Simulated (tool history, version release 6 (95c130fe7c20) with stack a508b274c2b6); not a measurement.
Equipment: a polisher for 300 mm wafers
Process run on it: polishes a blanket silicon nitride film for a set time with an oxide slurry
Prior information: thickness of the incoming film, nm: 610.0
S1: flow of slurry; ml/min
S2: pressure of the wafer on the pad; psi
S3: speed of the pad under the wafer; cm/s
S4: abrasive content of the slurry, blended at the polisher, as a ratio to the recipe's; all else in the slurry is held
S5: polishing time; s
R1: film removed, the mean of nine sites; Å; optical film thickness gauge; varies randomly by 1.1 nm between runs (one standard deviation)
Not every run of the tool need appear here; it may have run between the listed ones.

run 1 hour=0 | S1=205 S2=4.4 S3=116 S4=1 S5=108 | R1=761.51
run 2 hour=1.5 | S1=205 S2=4.4 S3=116 S4=1.1 S5=108 | R1=799.07
run 3 hour=8.7 | S1=205 S2=4.6 S3=116 S4=1.1 S5=108 | R1=830.82
run 4 hour=11.7 | S1=205 S2=4.8 S3=116 S4=1.1 S5=108 | R1=852.23
run 5 hour=18.7 | S1=245 S2=4.8 S3=116 S4=1.1 S5=108 | R1=882.69
run 6 hour=24.3 | S1=280 S2=4.8 S3=116 S4=1.1 S5=108 | R1=910.71

What does the tool deliver on the next run?
run 7 hour=32.8 | S1=280 S2=4.9 S3=116 S4=1.1 S5=108 | R1=?

{"run 7": {"R1": 930.65}}
